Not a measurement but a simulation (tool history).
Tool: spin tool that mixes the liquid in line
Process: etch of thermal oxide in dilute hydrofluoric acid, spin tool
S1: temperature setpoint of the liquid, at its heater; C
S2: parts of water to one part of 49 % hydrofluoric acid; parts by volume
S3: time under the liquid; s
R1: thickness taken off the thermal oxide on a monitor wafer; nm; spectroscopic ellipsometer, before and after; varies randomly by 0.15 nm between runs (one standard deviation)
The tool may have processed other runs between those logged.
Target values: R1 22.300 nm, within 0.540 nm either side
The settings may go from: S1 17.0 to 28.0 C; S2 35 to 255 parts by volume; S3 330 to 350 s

| run | day | S1 | S2 | S3 | R1 |
|---|---|---|---|---|---|
| 1 | 0.000 | 20.0 | 145 | 330 | 10.672 |
| 2 | 0.262 | 20.0 | 145 | 330 | 10.429 |
| 3 | 0.625 | 22.5 | 145 | 330 | 11.614 |
| 4 | 0.696 | 22.5 | 145 | 350 | 12.213 |
| 5 | 0.962 | 24.0 | 130 | 350 | 14.834 |
| 6 | 1.117 | 25.0 | 120 | 350 | 17.043 |
| 7 | 1.350 | 25.5 | 115 | 350 | 17.868 |
| 8 | 1.442 | 26.0 | 110 | 350 | 19.588 |
| 9 | 1.504 | 26.5 | 110 | 350 | 20.095 |
| 10 | 1.646 | 27.0 | 110 | 350 | 20.283 |
| 11 | 1.788 | 27.5 | 105 | 350 | 21.739 |

Next run, 4 choices. One meets every target within its allowed miss, the rest don't. Which?
| A | 1.929 | 28.0 | 105 | 350 | ? |
| B | 1.929 | 25.5 | 95 | 335 | ? |
| C | 1.929 | 28.0 | 110 | 340 | ? |
| D | 1.929 | 25.0 | 90 | 350 | ? |

| move | R1 |
|---|---|
| A | 21.840 |
| B | 21.220 |
| C | 20.125 |
| D | 23.081 |
A: in spec on every target
B: moves away from the targets compared with the last run
C: moves away from the targets compared with the last run
D: the result that was furthest off in the last run now lies on the other side of its target
A meets every target.
